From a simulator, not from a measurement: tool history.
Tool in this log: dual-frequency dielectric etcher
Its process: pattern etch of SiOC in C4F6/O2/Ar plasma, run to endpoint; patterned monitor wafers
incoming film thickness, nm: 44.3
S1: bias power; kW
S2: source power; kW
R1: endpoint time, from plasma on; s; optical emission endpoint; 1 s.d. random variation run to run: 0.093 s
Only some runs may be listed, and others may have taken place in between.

{"run": 1, "day": 0.0, "S1": 0.64, "S2": 0.28, "R1": 14.433}
{"run": 2, "day": 0.271, "S1": 0.64, "S2": 0.25, "R1": 15.005}
{"run": 3, "day": 0.525, "S1": 0.64, "S2": 0.21, "R1": 16.012}
{"run": 4, "day": 0.554, "S1": 0.64, "S2": 0.24, "R1": 15.534}
{"run": 5, "day": 0.683, "S1": 0.545, "S2": 0.24, "R1": 16.006}
{"run": 6, "day": 0.938, "S1": 0.622, "S2": 0.26, "R1": 15.105}
{"run": 7, "day": 1.25, "S1": 0.683, "S2": 0.27, "R1": 14.336}
{"run": 8, "day": 1.546, "S1": 0.722, "S2": 0.28, "R1": 13.803}
{"run": 9, "day": 1.575, "S1": 0.722, "S2": 0.28, "R1": 13.689}

Expected results for the next run?
{"run": 10, "day": 1.754, "S1": 0.74, "S2": 0.28, "R1": "?"}

R1: 13.501 s

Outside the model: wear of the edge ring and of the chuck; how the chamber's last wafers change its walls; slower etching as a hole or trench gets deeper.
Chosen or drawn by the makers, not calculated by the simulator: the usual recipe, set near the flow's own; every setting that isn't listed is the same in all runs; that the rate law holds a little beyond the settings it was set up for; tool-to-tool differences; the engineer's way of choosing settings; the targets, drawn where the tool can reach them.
